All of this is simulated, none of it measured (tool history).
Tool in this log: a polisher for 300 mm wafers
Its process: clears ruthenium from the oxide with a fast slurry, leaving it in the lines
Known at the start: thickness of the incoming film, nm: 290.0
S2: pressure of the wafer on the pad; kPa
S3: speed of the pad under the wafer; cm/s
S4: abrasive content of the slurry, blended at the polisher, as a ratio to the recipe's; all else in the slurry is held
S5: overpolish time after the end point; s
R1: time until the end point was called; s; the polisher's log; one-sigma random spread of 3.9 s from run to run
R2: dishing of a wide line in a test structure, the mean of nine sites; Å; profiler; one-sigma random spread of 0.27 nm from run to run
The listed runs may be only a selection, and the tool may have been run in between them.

{"run": 1, "hour": 0.0, "flow of slurry (ml/min)": 245, "S2": 13.1, "S3": 116, "S4": 1.0, "S5": 14, "R1": 91.383, "R2": 310.99}
{"run": 2, "hour": 1.1, "flow of slurry (ml/min)": 245, "S2": 11.0, "S3": 102, "S4": 1.0, "S5": 13, "R1": 116.95, "R2": 232.56}
{"run": 3, "hour": 2.0, "flow of slurry (ml/min)": 245, "S2": 11.0, "S3": 102, "S4": 0.85, "S5": 13, "R1": 125.86, "R2": 218.04}
{"run": 4, "hour": 9.6, "flow of slurry (ml/min)": 245, "S2": 9.7, "S3": 94, "S4": 0.85, "S5": 13, "R1": 157.62, "R2": 178.27}
{"run": 5, "hour": 15.6, "flow of slurry (ml/min)": 245, "S2": 9.7, "S3": 94, "S4": 0.85, "S5": 7, "R1": 153.59, "R2": 109.89}
{"run": 6, "hour": 23.7, "flow of slurry (ml/min)": 245, "S2": 9.7, "S3": 94, "S4": 0.7, "S5": 7, "R1": 169.55, "R2": 101.36}

The next listed run, before its measurement:
{"run": 7, "hour": 30.7, "flow of slurry (ml/min)": 245, "S2": 6.2, "S3": 86, "S4": 0.7, "S5": 13, "R1": "?", "R2": "?"}

R1: 282.660 s
R2: 110.86 Å
